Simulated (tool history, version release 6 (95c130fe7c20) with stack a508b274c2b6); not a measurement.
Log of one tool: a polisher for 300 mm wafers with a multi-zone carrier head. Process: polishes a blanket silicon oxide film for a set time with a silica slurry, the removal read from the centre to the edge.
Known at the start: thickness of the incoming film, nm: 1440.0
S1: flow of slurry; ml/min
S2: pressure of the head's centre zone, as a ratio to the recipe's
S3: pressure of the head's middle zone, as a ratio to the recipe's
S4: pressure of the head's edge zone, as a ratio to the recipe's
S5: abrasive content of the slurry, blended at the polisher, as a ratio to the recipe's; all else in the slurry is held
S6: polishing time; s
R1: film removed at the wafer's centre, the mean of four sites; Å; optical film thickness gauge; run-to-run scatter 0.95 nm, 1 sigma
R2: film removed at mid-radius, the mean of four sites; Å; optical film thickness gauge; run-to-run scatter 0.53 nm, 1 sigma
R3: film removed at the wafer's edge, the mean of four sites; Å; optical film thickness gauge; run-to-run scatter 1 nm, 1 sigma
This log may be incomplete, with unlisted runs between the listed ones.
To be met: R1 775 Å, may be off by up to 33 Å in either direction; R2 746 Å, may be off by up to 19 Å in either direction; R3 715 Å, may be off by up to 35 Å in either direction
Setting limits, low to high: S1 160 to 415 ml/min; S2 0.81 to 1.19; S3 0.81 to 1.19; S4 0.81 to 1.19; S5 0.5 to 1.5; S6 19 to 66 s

Run 1, day 0: S1 265 ml/min, S2 1, S3 1, S4 1, S5 1, S6 42 s. Result: R1 1325.5 Å, R2 1310.9 Å, R3 1316.1 Å.
Run 2, day 0.283: S1 265 ml/min, S2 1, S3 1, S4 0.98, S5 0.95, S6 41 s. Result: R1 1262.8 Å, R2 1254.7 Å, R3 1232.2 Å.
Run 3, day 0.533: S1 265 ml/min, S2 1, S3 1, S4 0.98, S5 0.95, S6 49 s. Result: R1 1524.2 Å, R2 1504.5 Å, R3 1494.8 Å.
Run 4, day 0.888: S1 265 ml/min, S2 0.92, S3 1, S4 0.98, S5 0.95, S6 49 s. Result: R1 1397.1 Å, R2 1486.9 Å, R3 1519.3 Å.
Run 5, day 1.192: S1 265 ml/min, S2 0.93, S3 0.99, S4 0.97, S5 0.9, S6 47 s. Result: R1 1300 Å, R2 1374.6 Å, R3 1362.7 Å.
Run 6, day 1.425: S1 220 ml/min, S2 0.93, S3 0.99, S4 0.97, S5 0.9, S6 47 s. Result: R1 1254.8 Å, R2 1352.3 Å, R3 1334 Å.
Run 7, day 1.667: S1 210 ml/min, S2 1.01, S3 0.93, S4 0.87, S5 0.65, S6 35 s. Result: R1 833.69 Å, R2 762.38 Å, R3 791.82 Å.
Run 8, day 1.979: S1 210 ml/min, S2 1.01, S3 0.94, S4 0.86, S5 0.65, S6 35 s. Result: R1 841.54 Å, R2 776.9 Å, R3 793.58 Å.
Run 9, day 2.067: S1 210 ml/min, S2 1.01, S3 0.94, S4 0.85, S5 0.65, S6 35 s. Result: R1 820 Å, R2 789.75 Å, R3 769.52 Å.
Run 10, day 2.192: S1 210 ml/min, S2 1.01, S3 0.94, S4 0.85, S5 0.65, S6 35 s. Result: R1 823.13 Å, R2 783.83 Å, R3 776.28 Å.
Run 11, day 2.371: S1 200 ml/min, S2 1.02, S3 0.94, S4 0.83, S5 0.6, S6 35 s. Result: R1 776.98 Å, R2 730.85 Å, R3 721.71 Å.

Exactly one of the 4 candidate moves below puts every result within its allowed miss. Which one?
Run A, day 2.55: S1 215 ml/min, S2 1.02, S3 0.97, S4 0.83, S5 0.55, S6 37 s. Result: R1 ?, R2 ?, R3 ?.
Run B, day 2.55: S1 255 ml/min, S2 1.07, S3 0.93, S4 0.92, S5 0.55, S6 35 s. Result: R1 ?, R2 ?, R3 ?.
Run C, day 2.55: S1 170 ml/min, S2 1.01, S3 0.88, S4 0.85, S5 0.6, S6 37 s. Result: R1 ?, R2 ?, R3 ?.
Run D, day 2.55: S1 240 ml/min, S2 1.11, S3 0.96, S4 0.81, S5 0.65, S6 31 s. Result: R1 ?, R2 ?, R3 ?.

move      R1      R2      R3
   A  783.83  745.68  734.24
   B  798.95  697.33  731.25
   C   791.4  705.04  767.95
   D     826  713.87  701.37
A: each result inside its tolerance
B: lands further from the targets than the last run did
C: lands further from the targets than the last run did
D: lands further from the targets than the last run did
A is the move that brings every result within its allowed miss.

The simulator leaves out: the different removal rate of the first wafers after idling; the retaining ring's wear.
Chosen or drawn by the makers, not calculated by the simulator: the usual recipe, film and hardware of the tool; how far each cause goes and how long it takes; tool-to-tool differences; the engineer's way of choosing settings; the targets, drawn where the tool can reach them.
